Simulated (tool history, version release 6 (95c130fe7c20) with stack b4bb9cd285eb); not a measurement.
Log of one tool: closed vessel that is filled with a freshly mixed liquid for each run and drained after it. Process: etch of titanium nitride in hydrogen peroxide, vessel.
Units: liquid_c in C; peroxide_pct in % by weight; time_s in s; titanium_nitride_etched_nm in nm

{"run": 1, "hour": 0.0, "liquid_c": 53, "peroxide_pct": 16.5, "time_s": 200, "titanium_nitride_etched_nm": 12.989}
{"run": 2, "hour": 5.8, "liquid_c": 51.5, "peroxide_pct": 16.5, "time_s": 200, "titanium_nitride_etched_nm": 11.688}
{"run": 3, "hour": 6.9, "liquid_c": 51.5, "peroxide_pct": 13, "time_s": 200, "titanium_nitride_etched_nm": 11.226}
{"run": 4, "hour": 13.0, "liquid_c": 44.5, "peroxide_pct": 13, "time_s": 200, "titanium_nitride_etched_nm": 6.5176}
{"hour": 14.3, "done": "peroxide flow meter replaced"}
{"run": 5, "hour": 14.3, "liquid_c": 39.5, "peroxide_pct": 13, "time_s": 200, "titanium_nitride_etched_nm": 4.6186}
{"run": 6, "hour": 18.4, "liquid_c": 41.5, "peroxide_pct": 13, "time_s": 200, "titanium_nitride_etched_nm": 5.2511}

Run 7 comes next. What will it give?
{"run": 7, "hour": 27.2, "liquid_c": 43, "peroxide_pct": 13, "time_s": 200, "titanium_nitride_etched_nm": "?"}

Run 7 gave titanium_nitride_etched_nm 6.0007 nm.

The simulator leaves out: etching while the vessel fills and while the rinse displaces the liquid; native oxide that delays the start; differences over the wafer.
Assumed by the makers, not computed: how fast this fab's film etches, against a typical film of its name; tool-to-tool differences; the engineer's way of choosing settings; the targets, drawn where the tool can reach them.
